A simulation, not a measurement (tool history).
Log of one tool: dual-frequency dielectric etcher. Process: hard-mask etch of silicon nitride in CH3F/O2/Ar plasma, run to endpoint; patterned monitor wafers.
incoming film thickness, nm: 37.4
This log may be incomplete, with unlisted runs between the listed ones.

{"run": 1, "hour": 0.0, "source power (W)": 300, "bias power (W)": 86, "endpoint time (s)": 56.582}
{"run": 2, "hour": 6.5, "source power (W)": 270, "bias power (W)": 86, "endpoint time (s)": 59.671}
{"run": 3, "hour": 12.0, "source power (W)": 230, "bias power (W)": 86, "endpoint time (s)": 65.305}
{"run": 4, "hour": 13.7, "source power (W)": 230, "bias power (W)": 73, "endpoint time (s)": 69.927}
{"run": 5, "hour": 20.9, "source power (W)": 280, "bias power (W)": 73, "endpoint time (s)": 62.956}
{"run": 6, "hour": 28.8, "source power (W)": 260, "bias power (W)": 73, "endpoint time (s)": 65.08}
{"run": 7, "hour": 32.4, "source power (W)": 290, "bias power (W)": 74, "endpoint time (s)": 61.26}
{"run": 8, "hour": 41.2, "source power (W)": 290, "bias power (W)": 74, "endpoint time (s)": 61.336}
{"run": 9, "hour": 44.5, "source power (W)": 310, "bias power (W)": 75, "endpoint time (s)": 59.035}
{"run": 10, "hour": 49.0, "source power (W)": 330, "bias power (W)": 76, "endpoint time (s)": 56.738}

What will run 11 give?
{"run": 11, "hour": 51.7, "source power (W)": 340, "bias power (W)": 77, "endpoint time (s)": "?"}

Run 11 came out at endpoint time (s) 55.841.

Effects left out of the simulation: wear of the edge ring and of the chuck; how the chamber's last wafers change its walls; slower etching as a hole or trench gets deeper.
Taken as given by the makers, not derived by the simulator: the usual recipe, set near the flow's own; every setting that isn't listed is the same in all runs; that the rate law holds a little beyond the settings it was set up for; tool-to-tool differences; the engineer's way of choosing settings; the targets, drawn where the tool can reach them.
